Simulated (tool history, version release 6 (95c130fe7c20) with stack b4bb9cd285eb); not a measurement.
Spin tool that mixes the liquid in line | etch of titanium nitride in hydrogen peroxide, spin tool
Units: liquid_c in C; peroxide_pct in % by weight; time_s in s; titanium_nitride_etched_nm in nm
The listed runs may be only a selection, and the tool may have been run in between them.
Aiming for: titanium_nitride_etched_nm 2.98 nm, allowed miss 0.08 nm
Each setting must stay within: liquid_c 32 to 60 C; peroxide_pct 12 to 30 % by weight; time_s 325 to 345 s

Run 1, day 0: liquid_c 44 C, peroxide_pct 23 % by weight, time_s 325 s. Result: titanium_nitride_etched_nm 6.5521 nm.
Run 2, day 0.108: liquid_c 42.5 C, peroxide_pct 23 % by weight, time_s 325 s. Result: titanium_nitride_etched_nm 5.871 nm.
Run 3, day 0.396: liquid_c 39 C, peroxide_pct 23 % by weight, time_s 325 s. Result: titanium_nitride_etched_nm 4.5472 nm.
Run 4, day 0.708: liquid_c 39 C, peroxide_pct 23 % by weight, time_s 325 s. Result: titanium_nitride_etched_nm 4.5272 nm.
Run 5, day 0.883: liquid_c 39 C, peroxide_pct 27 % by weight, time_s 325 s. Result: titanium_nitride_etched_nm 4.6706 nm.
Run 6, day 0.942: liquid_c 43.5 C, peroxide_pct 27 % by weight, time_s 325 s. Result: titanium_nitride_etched_nm 6.5394 nm.
Run 7, day 1.175: liquid_c 42 C, peroxide_pct 27 % by weight, time_s 325 s. Result: titanium_nitride_etched_nm 5.9593 nm.
Run 8, day 1.4: liquid_c 40.5 C, peroxide_pct 27 % by weight, time_s 325 s. Result: titanium_nitride_etched_nm 5.3307 nm.
Run 9, day 1.758: liquid_c 39 C, peroxide_pct 27 % by weight, time_s 325 s. Result: titanium_nitride_etched_nm 4.6883 nm.
Run 10, day 2.046: liquid_c 38 C, peroxide_pct 27 % by weight, time_s 325 s. Result: titanium_nitride_etched_nm 4.2766 nm.
Run 11, day 2.246: liquid_c 37.5 C, peroxide_pct 27 % by weight, time_s 325 s. Result: titanium_nitride_etched_nm 4.1056 nm.
Run 12, day 2.296: liquid_c 37 C, peroxide_pct 27 % by weight, time_s 325 s. Result: titanium_nitride_etched_nm 4.013 nm.
Run 13, day 2.6: liquid_c 36.5 C, peroxide_pct 27 % by weight, time_s 325 s. Result: titanium_nitride_etched_nm 3.7938 nm.
Run 14, day 2.871: liquid_c 36 C, peroxide_pct 27 % by weight, time_s 325 s. Result: titanium_nitride_etched_nm 3.6836 nm.
Run 15, day 2.942: liquid_c 32.5 C, peroxide_pct 27 % by weight, time_s 325 s. Result: titanium_nitride_etched_nm 2.7695 nm.

Below are 5 possible settings for the next run. Only one of them brings all results inside the allowed miss of their targets. Which is it?
Run A, day 3.012: liquid_c 33.5 C, peroxide_pct 25 % by weight, time_s 325 s. Result: titanium_nitride_etched_nm ?.
Run B, day 3.012: liquid_c 32 C, peroxide_pct 28.5 % by weight, time_s 335 s. Result: titanium_nitride_etched_nm ?.
Run C, day 3.012: liquid_c 32.5 C, peroxide_pct 27.5 % by weight, time_s 325 s. Result: titanium_nitride_etched_nm ?.
Run D, day 3.012: liquid_c 32.5 C, peroxide_pct 28 % by weight, time_s 325 s. Result: titanium_nitride_etched_nm ?.
Run E, day 3.012: liquid_c 32.5 C, peroxide_pct 24.5 % by weight, time_s 325 s. Result: titanium_nitride_etched_nm ?.

move  titanium_nitride_etched_nm
   A                      3.0021
   B                       2.822
   C                      2.8284
   D                      2.8396
   E                      2.7578
A: each result inside its tolerance
B: closes in on the targets versus the last run, not all within tolerance yet
C: closes in on the targets versus the last run, not all within tolerance yet
D: closes in on the targets versus the last run, not all within tolerance yet
E: moves away from the targets compared with the last run
Answer: A
